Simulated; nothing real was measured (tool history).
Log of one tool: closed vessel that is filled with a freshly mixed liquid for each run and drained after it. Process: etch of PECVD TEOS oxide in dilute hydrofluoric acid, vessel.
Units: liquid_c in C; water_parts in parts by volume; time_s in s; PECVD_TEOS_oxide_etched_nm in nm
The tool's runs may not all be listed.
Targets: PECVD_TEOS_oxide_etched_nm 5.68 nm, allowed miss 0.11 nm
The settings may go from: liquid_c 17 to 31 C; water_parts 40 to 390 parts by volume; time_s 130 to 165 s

run,hour,liquid_c,water_parts,time_s,PECVD_TEOS_oxide_etched_nm
1,0,23,215,165,8.9362
2,8.8,25,215,165,9.658
3,16.7,21.5,215,165,8.4319
4,25.3,21,220,165,8.0212
5,29.3,21,220,130,6.3745
6,36.3,21,220,165,8.1029
# hour 37.2: hydrofluoric acid flow meter replaced
7,37.2,20.5,225,165,7.2027
8,43.5,20,225,165,7.0956
9,45.3,19.5,225,165,6.9976
10,54.1,19,225,165,6.8181

5 next moves are on the table. One of them brings every result within its allowed miss. Which?
A,62.9,22.5,200,160,?
B,62.9,20.5,190,135,?
C,62.9,17.5,185,160,?
D,62.9,18.5,225,140,?
E,62.9,21.5,215,160,?

move,PECVD_TEOS_oxide_etched_nm
A,8.7458
B,7.2715
C,7.9046
D,5.6986
E,7.7164
A: further off than the last run
B: further off than the last run
C: further off than the last run
D: meets every target
E: further off than the last run
Answer: D
